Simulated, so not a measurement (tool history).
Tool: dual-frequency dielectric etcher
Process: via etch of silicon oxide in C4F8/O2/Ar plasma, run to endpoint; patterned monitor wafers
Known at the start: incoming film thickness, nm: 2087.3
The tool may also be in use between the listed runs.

run	hour	source power (kW)	bias power (kW)	endpoint time (s)
1	0	2.5	1.58	426.91
2	7.5	2.59	1.602	416.7
3	13.5	2.59	1.82	404.29
4	17.4	2.59	1.675	410.48
5	18.7	2.19	1.675	463.23
6	20.3	2.19	1.864	450.92
7	24.3	2.27	1.876	435.54
8	27.6	2.34	1.886	425.81

Forecast run 9:
9	34.7	2.4	1.894	?

Run 9 gave endpoint time (s) 417.6.
